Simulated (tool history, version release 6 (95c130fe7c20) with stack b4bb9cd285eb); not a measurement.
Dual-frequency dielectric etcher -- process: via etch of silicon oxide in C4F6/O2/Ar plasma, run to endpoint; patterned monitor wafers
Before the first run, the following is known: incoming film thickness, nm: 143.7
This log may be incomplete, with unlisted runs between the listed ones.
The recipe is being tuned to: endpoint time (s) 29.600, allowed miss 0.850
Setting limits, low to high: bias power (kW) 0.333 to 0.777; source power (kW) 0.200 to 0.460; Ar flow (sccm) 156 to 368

{"run": 1, "hour": 0.0, "bias power (kW)": 0.555, "source power (kW)": 0.33, "Ar flow (sccm)": 262, "endpoint time (s)": 34.851}
{"run": 2, "hour": 4.4, "bias power (kW)": 0.571, "source power (kW)": 0.33, "Ar flow (sccm)": 261, "endpoint time (s)": 34.877}
{"run": 3, "hour": 5.8, "bias power (kW)": 0.501, "source power (kW)": 0.33, "Ar flow (sccm)": 261, "endpoint time (s)": 35.869}
{"run": 4, "hour": 11.4, "bias power (kW)": 0.518, "source power (kW)": 0.34, "Ar flow (sccm)": 259, "endpoint time (s)": 35.421}
{"run": 5, "hour": 20.0, "bias power (kW)": 0.537, "source power (kW)": 0.35, "Ar flow (sccm)": 257, "endpoint time (s)": 34.49}
{"run": 6, "hour": 28.2, "bias power (kW)": 0.492, "source power (kW)": 0.35, "Ar flow (sccm)": 257, "endpoint time (s)": 35.03}
{"run": 7, "hour": 32.2, "bias power (kW)": 0.506, "source power (kW)": 0.36, "Ar flow (sccm)": 255, "endpoint time (s)": 34.362}
{"run": 8, "hour": 38.5, "bias power (kW)": 0.52, "source power (kW)": 0.37, "Ar flow (sccm)": 254, "endpoint time (s)": 33.799}
{"run": 9, "hour": 46.5, "bias power (kW)": 0.533, "source power (kW)": 0.38, "Ar flow (sccm)": 253, "endpoint time (s)": 33.105}
{"run": 10, "hour": 52.2, "bias power (kW)": 0.544, "source power (kW)": 0.38, "Ar flow (sccm)": 252, "endpoint time (s)": 33.006}
{"run": 11, "hour": 60.5, "bias power (kW)": 0.555, "source power (kW)": 0.38, "Ar flow (sccm)": 251, "endpoint time (s)": 32.258}
{"run": 12, "hour": 64.2, "bias power (kW)": 0.564, "source power (kW)": 0.38, "Ar flow (sccm)": 251, "endpoint time (s)": 32.719}

Exactly one of the 5 candidate moves below puts every result within its allowed miss. Which one?
{"run": "A", "hour": 67.9, "bias power (kW)": 0.604, "source power (kW)": 0.44, "Ar flow (sccm)": 236, "endpoint time (s)": "?"}
{"run": "B", "hour": 67.9, "bias power (kW)": 0.512, "source power (kW)": 0.34, "Ar flow (sccm)": 248, "endpoint time (s)": "?"}
{"run": "C", "hour": 67.9, "bias power (kW)": 0.556, "source power (kW)": 0.35, "Ar flow (sccm)": 249, "endpoint time (s)": "?"}
{"run": "D", "hour": 67.9, "bias power (kW)": 0.509, "source power (kW)": 0.32, "Ar flow (sccm)": 252, "endpoint time (s)": "?"}
{"run": "E", "hour": 67.9, "bias power (kW)": 0.563, "source power (kW)": 0.36, "Ar flow (sccm)": 231, "endpoint time (s)": "?"}

move=A endpoint_time_(s)=29.550
move=B endpoint_time_(s)=35.348
move=C endpoint_time_(s)=33.908
move=D endpoint_time_(s)=36.504
move=E endpoint_time_(s)=33.037
A: every result within its allowed miss
B: misses by more than the last run did
C: misses by more than the last run did
D: misses by more than the last run did
E: misses by more than the last run did
Correct choice: A, which meets every target
